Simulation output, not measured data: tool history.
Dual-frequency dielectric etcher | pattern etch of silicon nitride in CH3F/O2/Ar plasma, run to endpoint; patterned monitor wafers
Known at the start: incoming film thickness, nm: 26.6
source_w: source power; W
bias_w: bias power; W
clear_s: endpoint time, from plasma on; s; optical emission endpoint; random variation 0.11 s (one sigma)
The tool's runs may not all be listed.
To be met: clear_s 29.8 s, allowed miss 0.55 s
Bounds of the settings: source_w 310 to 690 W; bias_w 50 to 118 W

| run | day | source_w | bias_w | clear_s |
|---|---|---|---|---|
| 1 | 0 | 500 | 84 | 32.65 |
| 2 | 0.075 | 460 | 84 | 33.485 |
| 3 | 0.421 | 490 | 85 | 32.375 |
| 4 | 0.562 | 510 | 86 | 32.372 |
| 5 | 0.817 | 510 | 74 | 33.819 |
| 6 | 1.175 | 540 | 76 | 32.93 |
| 7 | 1.25 | 570 | 78 | 32.299 |
| 8 | 1.429 | 590 | 80 | 31.726 |
| 9 | 1.588 | 590 | 80 | 31.575 |

Which of these 4 next moves meets every target?
| A | 1.746 | 540 | 91 | ? |
| B | 1.746 | 500 | 70 | ? |
| C | 1.746 | 660 | 85 | ? |
| D | 1.746 | 530 | 66 | ? |

| move | clear_s |
|---|---|
| A | 31.141 |
| B | 34.612 |
| C | 30.058 |
| D | 34.67 |
A: nearer than the last run, and not there yet
B: further off than the last run
C: meets every target
D: further off than the last run
The right move is C.

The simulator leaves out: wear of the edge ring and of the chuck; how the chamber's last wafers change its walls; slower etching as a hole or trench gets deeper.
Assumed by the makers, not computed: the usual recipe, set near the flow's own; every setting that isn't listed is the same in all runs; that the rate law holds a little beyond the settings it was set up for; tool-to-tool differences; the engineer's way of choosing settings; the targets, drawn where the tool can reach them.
